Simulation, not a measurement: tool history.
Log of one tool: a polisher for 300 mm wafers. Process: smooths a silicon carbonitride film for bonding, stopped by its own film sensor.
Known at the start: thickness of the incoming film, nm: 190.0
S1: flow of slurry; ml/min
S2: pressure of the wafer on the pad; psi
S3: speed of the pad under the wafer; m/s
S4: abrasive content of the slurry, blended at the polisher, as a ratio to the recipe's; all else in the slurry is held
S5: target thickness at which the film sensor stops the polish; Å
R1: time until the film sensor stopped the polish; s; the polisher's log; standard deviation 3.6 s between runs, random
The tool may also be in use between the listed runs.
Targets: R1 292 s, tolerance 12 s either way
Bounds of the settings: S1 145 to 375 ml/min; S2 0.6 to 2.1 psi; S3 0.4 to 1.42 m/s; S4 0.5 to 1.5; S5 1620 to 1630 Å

run	hour	S1	S2	S3	S4	S5	R1
1	0	240	1.3	0.9	1	1630	226.79
2	7.7	205	1.3	0.9	1	1630	233.96
3	15.3	260	1.3	0.9	1	1630	224.82
4	19.5	260	1.1	0.9	1	1630	268.16
# hour 23.5: slurry blender recalibrated
5	23.5	255	1	0.9	1	1630	255.56
6	29.5	255	1	1.1	1	1630	211.13
7	38	255	0.9	1.08	1	1630	234.87
8	46.1	255	0.7	1.06	1	1630	308.05
9	48.9	260	0.7	1.06	1	1630	307.65

4 candidate next runs follow, results not yet known. Just one meets every target within its allowed miss. Identify it.
A	51.7	270	1	0.82	0.7	1630	?
B	51.7	245	0.7	1.3	0.7	1630	?
C	51.7	215	0.9	0.96	0.9	1620	?
D	51.7	320	0.7	0.88	1.2	1630	?

move	R1
A	339.36
B	333.49
C	298.83
D	322.65
A: the biggest miss grows against the last run
B: the biggest miss grows against the last run
C: all results in spec
D: the biggest miss grows against the last run
So the answer is move C, the one that meets all the targets.

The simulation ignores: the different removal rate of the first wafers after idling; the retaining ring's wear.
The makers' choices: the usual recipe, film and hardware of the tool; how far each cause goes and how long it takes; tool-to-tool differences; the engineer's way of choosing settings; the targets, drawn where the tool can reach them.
